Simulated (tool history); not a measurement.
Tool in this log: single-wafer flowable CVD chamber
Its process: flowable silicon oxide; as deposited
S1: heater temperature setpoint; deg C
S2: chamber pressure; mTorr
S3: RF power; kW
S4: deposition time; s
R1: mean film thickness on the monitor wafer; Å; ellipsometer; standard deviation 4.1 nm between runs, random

run,hour,S1,S2,S3,S4,R1
1,0,95,1060,1.945,539,5423.9
2,2.7,95,1060,1.85,539,5303.9
3,4.8,104,1060,1.85,539,4097
4,13.7,104,1140,1.85,539,4369.6
5,15.6,98,1140,1.85,539,5222.4
6,21.8,93,1140,1.85,539,6068.5
7,24.9,93,1140,1.85,539,6025.6

Run 8 comes next. What will it give?
8,33.4,89,1140,1.85,539,?

{"run 8": {"R1": 6840}}

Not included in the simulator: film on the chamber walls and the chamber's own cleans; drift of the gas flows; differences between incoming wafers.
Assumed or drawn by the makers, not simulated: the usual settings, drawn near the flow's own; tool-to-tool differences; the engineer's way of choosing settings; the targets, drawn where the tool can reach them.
